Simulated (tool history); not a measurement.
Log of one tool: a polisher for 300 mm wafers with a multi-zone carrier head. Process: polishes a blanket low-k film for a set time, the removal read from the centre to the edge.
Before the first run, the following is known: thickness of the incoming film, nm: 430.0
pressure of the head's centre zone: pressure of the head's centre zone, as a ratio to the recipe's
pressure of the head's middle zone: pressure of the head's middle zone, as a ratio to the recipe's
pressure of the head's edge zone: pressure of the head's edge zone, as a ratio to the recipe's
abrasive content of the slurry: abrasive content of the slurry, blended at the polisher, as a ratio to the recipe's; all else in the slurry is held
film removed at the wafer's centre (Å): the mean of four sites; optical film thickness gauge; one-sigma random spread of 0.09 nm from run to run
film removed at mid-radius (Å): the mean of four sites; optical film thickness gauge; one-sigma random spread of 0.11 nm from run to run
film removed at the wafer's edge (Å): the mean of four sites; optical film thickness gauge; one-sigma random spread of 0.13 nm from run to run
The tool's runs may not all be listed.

run	hour	flow of slurry (ml/min)	pressure of the head's centre zone	pressure of the head's middle zone	pressure of the head's edge zone	abrasive content of the slurry	polishing time (s)	film removed at the wafer's centre (Å)	film removed at mid-radius (Å)	film removed at the wafer's edge (Å)
1	0.0	220	1.00	1.00	1.00	1.00	31	112.81	106.45	107.90
2	3.2	175	1.00	1.00	1.00	1.00	31	109.64	103.81	105.95
3	7.1	175	1.00	1.00	0.94	1.00	31	109.27	103.55	103.91
4	10.5	230	1.00	1.00	0.94	1.00	31	114.06	108.35	107.80
5	11.3	230	1.00	1.00	0.98	1.00	31	113.99	109.19	107.04
6	16.4	220	0.99	1.01	0.99	1.05	32	118.11	116.78	114.45
7	18.7	230	1.05	1.11	1.09	1.30	32	137.46	133.37	130.09
8	21.4	235	1.04	1.11	1.10	1.35	32	137.53	138.16	132.03
9	26.1	240	1.04	1.10	1.11	1.35	32	137.41	137.30	132.05
10	27.6	230	1.04	1.10	1.12	1.35	32	139.51	135.91	134.86
11	30.6	230	1.03	1.10	1.13	1.35	32	136.71	134.17	133.45

Forecast run 12:
12	39.6	270	0.98	1.12	1.19	1.50	33	?	?	?

{"run 12": {"film removed at the wafer's centre (Å)": 143.79, "film removed at mid-radius (Å)": 150.56, "film removed at the wafer's edge (Å)": 150.52}}

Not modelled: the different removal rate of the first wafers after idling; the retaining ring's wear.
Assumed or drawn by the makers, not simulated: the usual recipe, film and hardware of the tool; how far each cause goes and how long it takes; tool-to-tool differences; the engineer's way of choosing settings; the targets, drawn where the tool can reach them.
